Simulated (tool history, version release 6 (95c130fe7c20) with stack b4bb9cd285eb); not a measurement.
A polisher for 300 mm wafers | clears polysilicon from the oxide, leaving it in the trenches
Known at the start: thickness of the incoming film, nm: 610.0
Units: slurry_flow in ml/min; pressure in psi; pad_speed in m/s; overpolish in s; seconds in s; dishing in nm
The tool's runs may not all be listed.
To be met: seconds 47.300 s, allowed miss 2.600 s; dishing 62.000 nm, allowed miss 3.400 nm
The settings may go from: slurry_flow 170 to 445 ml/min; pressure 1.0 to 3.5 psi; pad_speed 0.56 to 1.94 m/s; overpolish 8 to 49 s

Run 1, hour 0.0: slurry_flow 285 ml/min, pressure 2.2 psi, pad_speed 1.24 m/s, overpolish 25 s. Result: seconds 48.750 s, dishing 75.171 nm.
Run 2, hour 2.5: slurry_flow 285 ml/min, pressure 2.2 psi, pad_speed 1.24 m/s, overpolish 21 s. Result: seconds 46.678 s, dishing 75.179 nm.
Run 3, hour 8.0: slurry_flow 285 ml/min, pressure 2.1 psi, pad_speed 1.24 m/s, overpolish 18 s. Result: seconds 48.704 s, dishing 72.458 nm.
Run 4, hour 11.5: slurry_flow 285 ml/min, pressure 1.6 psi, pad_speed 1.24 m/s, overpolish 18 s. Result: seconds 61.176 s, dishing 68.496 nm.
Run 5, hour 17.5: slurry_flow 250 ml/min, pressure 1.6 psi, pad_speed 1.24 m/s, overpolish 18 s. Result: seconds 62.484 s, dishing 70.159 nm.
Run 6, hour 21.8: slurry_flow 295 ml/min, pressure 1.6 psi, pad_speed 1.28 m/s, overpolish 16 s. Result: seconds 61.207 s, dishing 67.670 nm.
Run 7, hour 23.6: slurry_flow 330 ml/min, pressure 1.7 psi, pad_speed 1.34 m/s, overpolish 14 s. Result: seconds 55.562 s, dishing 65.008 nm.
Run 8, hour 27.5: slurry_flow 340 ml/min, pressure 1.8 psi, pad_speed 1.36 m/s, overpolish 13 s. Result: seconds 50.022 s, dishing 65.141 nm.
Run 9, hour 31.6: slurry_flow 345 ml/min, pressure 1.8 psi, pad_speed 1.36 m/s, overpolish 12 s. Result: seconds 52.096 s, dishing 65.105 nm.
Run 10, hour 40.2: slurry_flow 345 ml/min, pressure 1.8 psi, pad_speed 1.36 m/s, overpolish 12 s. Result: seconds 51.391 s, dishing 63.733 nm.
Run 11, hour 47.2: slurry_flow 350 ml/min, pressure 1.8 psi, pad_speed 1.36 m/s, overpolish 11 s. Result: seconds 52.493 s, dishing 62.145 nm.

4 next moves are on the table. One of them brings every result within its allowed miss. Which?
Run A, hour 54.2: slurry_flow 385 ml/min, pressure 1.6 psi, pad_speed 1.68 m/s, overpolish 10 s. Result: seconds ?, dishing ?.
Run B, hour 54.2: slurry_flow 340 ml/min, pressure 1.6 psi, pad_speed 1.44 m/s, overpolish 17 s. Result: seconds ?, dishing ?.
Run C, hour 54.2: slurry_flow 290 ml/min, pressure 2.2 psi, pad_speed 1.28 m/s, overpolish 16 s. Result: seconds ?, dishing ?.
Run D, hour 54.2: slurry_flow 355 ml/min, pressure 2.3 psi, pad_speed 1.36 m/s, overpolish 15 s. Result: seconds ?, dishing ?.

move  seconds  dishing
   A   47.535   63.040
   B   54.404   71.762
   C   46.340   73.410
   D   41.875   73.957
A: meets every target
B: further off than the last run
C: brings the result that was furthest off to its target, and leaves another outside
D: takes the result that was furthest off past its target
The right move is A.
